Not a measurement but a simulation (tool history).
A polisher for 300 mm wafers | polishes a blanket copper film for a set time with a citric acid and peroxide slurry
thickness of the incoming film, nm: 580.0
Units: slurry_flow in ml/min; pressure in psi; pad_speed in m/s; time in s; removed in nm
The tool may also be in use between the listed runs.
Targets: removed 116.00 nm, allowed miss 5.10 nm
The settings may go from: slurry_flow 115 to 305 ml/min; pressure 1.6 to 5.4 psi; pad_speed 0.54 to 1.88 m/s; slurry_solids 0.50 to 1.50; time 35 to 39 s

run  hour  slurry_flow  pressure  pad_speed  slurry_solids  time  removed
  1   0.0          195       3.5       1.20           1.00    39   144.15
  2   2.5          240       3.5       1.20           1.00    39   145.83
  3  11.4          240       3.5       1.34           1.00    39   161.57
  4  13.3          240       3.3       1.34           1.00    39   153.27
  5  16.3          240       3.3       1.34           0.90    39   149.81
  6  19.0          240       3.1       1.34           0.90    39   144.14
  7  27.3          240       2.9       1.34           0.90    39   136.87
  8  33.7          240       2.8       1.34           0.90    39   133.04
  9  37.7          240       2.7       1.34           0.90    39   132.91
 10  43.9          240       2.6       1.34           0.90    39   123.94

Which of these 5 next moves meets every target?
  A  50.1          225       2.2       1.24           1.00    39        ?
  B  50.1          200       3.5       0.98           0.80    38        ?
  C  50.1          245       2.4       1.34           0.85    38        ?
  D  50.1          240       2.6       1.50           0.90    39        ?
  E  50.1          150       3.8       0.88           0.75    38        ?

move  removed
   A   105.80
   B   109.73
   C   114.58
   D   140.48
   E   101.76
A: takes the result that was furthest off past its target
B: takes the result that was furthest off past its target
C: meets every target
D: further off than the last run
E: takes the result that was furthest off past its target
The right move is C.
